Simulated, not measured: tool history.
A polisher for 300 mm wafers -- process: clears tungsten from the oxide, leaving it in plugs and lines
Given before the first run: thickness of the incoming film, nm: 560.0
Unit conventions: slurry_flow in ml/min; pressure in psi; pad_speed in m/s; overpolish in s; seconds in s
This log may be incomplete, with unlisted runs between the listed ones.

run,hour,slurry_flow,pressure,pad_speed,slurry_solids,overpolish,seconds
1,0.0,140,4.8,1.40,1.00,8,60.194
2,4.6,160,4.8,1.40,1.00,8,57.957
3,7.6,165,5.4,1.42,1.00,8,51.160
4,12.2,165,5.4,1.42,1.15,8,49.680
5,16.3,165,4.2,1.42,1.15,8,63.575
6,21.8,170,5.0,1.44,1.15,8,52.198
7,26.3,175,5.6,1.44,1.15,8,46.470
8,30.3,175,6.0,1.46,1.15,8,43.580

Run 9, settings as shown, results not yet in. Your forecast:
9,36.4,180,6.3,1.50,1.15,8,?

seconds: 39.643 s
